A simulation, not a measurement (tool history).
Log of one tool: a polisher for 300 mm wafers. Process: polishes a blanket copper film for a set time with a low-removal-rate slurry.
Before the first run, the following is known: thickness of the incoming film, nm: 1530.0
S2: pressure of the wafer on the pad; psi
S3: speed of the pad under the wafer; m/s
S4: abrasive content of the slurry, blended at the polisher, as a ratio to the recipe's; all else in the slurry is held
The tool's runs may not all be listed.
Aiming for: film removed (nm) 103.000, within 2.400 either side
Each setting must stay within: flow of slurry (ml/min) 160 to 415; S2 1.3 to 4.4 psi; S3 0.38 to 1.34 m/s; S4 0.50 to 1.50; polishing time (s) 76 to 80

run 1 hour=0.0 | flow_of_slurry_(ml/min)=265 S2=2.8 S3=0.86 S4=1.00 polishing_time_(s)=76 | film_removed_(nm)=207.760
run 2 hour=4.6 | flow_of_slurry_(ml/min)=325 S2=2.8 S3=0.86 S4=1.00 polishing_time_(s)=76 | film_removed_(nm)=211.370
run 3 hour=11.1 | flow_of_slurry_(ml/min)=325 S2=2.5 S3=0.86 S4=1.00 polishing_time_(s)=76 | film_removed_(nm)=191.250
run 4 hour=13.5 | flow_of_slurry_(ml/min)=320 S2=2.2 S3=0.82 S4=1.00 polishing_time_(s)=76 | film_removed_(nm)=163.470
run 5 hour=18.4 | flow_of_slurry_(ml/min)=280 S2=2.2 S3=0.82 S4=1.00 polishing_time_(s)=76 | film_removed_(nm)=160.880
run 6 hour=20.3 | flow_of_slurry_(ml/min)=275 S2=2.0 S3=0.80 S4=1.00 polishing_time_(s)=76 | film_removed_(nm)=144.810
run 7 hour=27.2 | flow_of_slurry_(ml/min)=265 S2=1.8 S3=0.78 S4=1.00 polishing_time_(s)=76 | film_removed_(nm)=128.610
run 8 hour=34.2 | flow_of_slurry_(ml/min)=255 S2=1.7 S3=0.78 S4=1.00 polishing_time_(s)=76 | film_removed_(nm)=122.730
run 9 hour=41.4 | flow_of_slurry_(ml/min)=245 S2=1.6 S3=0.78 S4=1.00 polishing_time_(s)=76 | film_removed_(nm)=115.740
run 10 hour=47.0 | flow_of_slurry_(ml/min)=230 S2=1.6 S3=0.78 S4=1.00 polishing_time_(s)=76 | film_removed_(nm)=114.580
run 11 hour=52.0 | flow_of_slurry_(ml/min)=220 S2=1.6 S3=0.78 S4=1.00 polishing_time_(s)=76 | film_removed_(nm)=112.510
run 12 hour=58.5 | flow_of_slurry_(ml/min)=210 S2=1.6 S3=0.78 S4=1.00 polishing_time_(s)=76 | film_removed_(nm)=113.050
run 13 hour=65.4 | flow_of_slurry_(ml/min)=200 S2=1.6 S3=0.78 S4=1.00 polishing_time_(s)=76 | film_removed_(nm)=112.770
run 14 hour=71.4 | flow_of_slurry_(ml/min)=195 S2=1.6 S3=0.78 S4=1.00 polishing_time_(s)=76 | film_removed_(nm)=113.330
run 15 hour=73.4 | flow_of_slurry_(ml/min)=190 S2=1.5 S3=0.78 S4=1.00 polishing_time_(s)=76 | film_removed_(nm)=107.860
run 16 hour=80.1 | flow_of_slurry_(ml/min)=185 S2=1.5 S3=0.78 S4=1.00 polishing_time_(s)=76 | film_removed_(nm)=106.490

Which of these 5 next moves meets every target?
run A hour=86.8 | flow_of_slurry_(ml/min)=205 S2=1.6 S3=0.74 S4=0.95 polishing_time_(s)=80 | film_removed_(nm)=?
run B hour=86.8 | flow_of_slurry_(ml/min)=235 S2=1.7 S3=0.68 S4=1.00 polishing_time_(s)=80 | film_removed_(nm)=?
run C hour=86.8 | flow_of_slurry_(ml/min)=160 S2=1.6 S3=0.72 S4=0.95 polishing_time_(s)=76 | film_removed_(nm)=?
run D hour=86.8 | flow_of_slurry_(ml/min)=175 S2=1.7 S3=0.66 S4=0.90 polishing_time_(s)=80 | film_removed_(nm)=?
run E hour=86.8 | flow_of_slurry_(ml/min)=160 S2=1.4 S3=0.88 S4=0.95 polishing_time_(s)=78 | film_removed_(nm)=?

move=A film_removed_(nm)=111.780
move=B film_removed_(nm)=111.340
move=C film_removed_(nm)=99.028
move=D film_removed_(nm)=101.550
move=E film_removed_(nm)=110.860
A: its largest miss is bigger than the last run's
B: its largest miss is bigger than the last run's
C: the result that was furthest off in the last run now lies on the other side of its target
D: every result lands within tolerance
E: its largest miss is bigger than the last run's
Move D is the one to make.
